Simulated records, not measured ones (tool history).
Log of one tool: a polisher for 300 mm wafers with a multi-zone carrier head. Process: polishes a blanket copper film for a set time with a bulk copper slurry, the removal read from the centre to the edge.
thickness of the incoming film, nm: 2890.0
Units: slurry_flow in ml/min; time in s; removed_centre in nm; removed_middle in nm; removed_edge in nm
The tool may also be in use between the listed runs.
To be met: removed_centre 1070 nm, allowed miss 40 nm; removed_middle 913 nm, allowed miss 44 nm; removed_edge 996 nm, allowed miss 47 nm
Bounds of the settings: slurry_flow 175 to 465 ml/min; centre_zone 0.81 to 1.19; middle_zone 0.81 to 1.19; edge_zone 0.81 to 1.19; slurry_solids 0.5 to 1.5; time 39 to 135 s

| run | hour | slurry_flow | centre_zone | middle_zone | edge_zone | slurry_solids | time | removed_centre | removed_middle | removed_edge |
|---|---|---|---|---|---|---|---|---|---|---|
| 1 | 0 | 295 | 1 | 1 | 1 | 1 | 87 | 776.06 | 748.95 | 755.89 |
| 2 | 7.8 | 325 | 1 | 1 | 1 | 1 | 87 | 772.6 | 753.43 | 781.29 |
| 3 | 13.3 | 325 | 1 | 1 | 1 | 0.8 | 87 | 756.6 | 702.03 | 738.37 |
| 4 | 18.8 | 330 | 1.02 | 1 | 1.01 | 0.85 | 88 | 787.56 | 745.58 | 764.88 |
| 5 | 20.9 | 330 | 1.02 | 1 | 1.01 | 0.65 | 88 | 724.71 | 703.16 | 713.79 |
| 6 | 29.8 | 330 | 1.02 | 1 | 1.01 | 0.65 | 100 | 847.39 | 789.68 | 804.16 |
| 7 | 34.5 | 335 | 1.03 | 1 | 1.03 | 0.7 | 100 | 853.01 | 824.94 | 858.44 |
| 8 | 38.5 | 340 | 1.05 | 0.99 | 1.03 | 0.75 | 100 | 880.86 | 823.49 | 857.14 |
| 9 | 39.6 | 345 | 1.07 | 0.98 | 1.03 | 0.8 | 100 | 918.01 | 841.09 | 850.14 |
| 10 | 45.9 | 350 | 1.08 | 0.97 | 1.04 | 0.85 | 100 | 933.67 | 837.51 | 859.04 |
| 11 | 52.6 | 350 | 1.08 | 0.97 | 1.04 | 0.85 | 100 | 933.67 | 820.68 | 883.83 |

Which of these 5 next moves meets every target?
| A | 59.3 | 320 | 1.11 | 0.96 | 1.08 | 0.85 | 112 | ? | ? | ? |
| B | 59.3 | 410 | 1.11 | 0.97 | 1 | 0.6 | 95 | ? | ? | ? |
| C | 59.3 | 360 | 1.11 | 0.83 | 1.1 | 0.85 | 104 | ? | ? | ? |
| D | 59.3 | 350 | 0.94 | 0.96 | 1.16 | 0.85 | 98 | ? | ? | ? |
| E | 59.3 | 360 | 1.19 | 0.87 | 0.89 | 0.9 | 107 | ? | ? | ? |

| move | removed_centre | removed_middle | removed_edge |
|---|---|---|---|
| A | 1079.1 | 907.69 | 980.98 |
| B | 878.21 | 743.6 | 763.26 |
| C | 1013 | 755.11 | 928.57 |
| D | 805.89 | 801.42 | 895.9 |
| E | 1130.5 | 816.39 | 872 |
A: meets every target
B: further off than the last run
C: further off than the last run
D: further off than the last run
E: takes the result that was furthest off past its target
The right move is A.

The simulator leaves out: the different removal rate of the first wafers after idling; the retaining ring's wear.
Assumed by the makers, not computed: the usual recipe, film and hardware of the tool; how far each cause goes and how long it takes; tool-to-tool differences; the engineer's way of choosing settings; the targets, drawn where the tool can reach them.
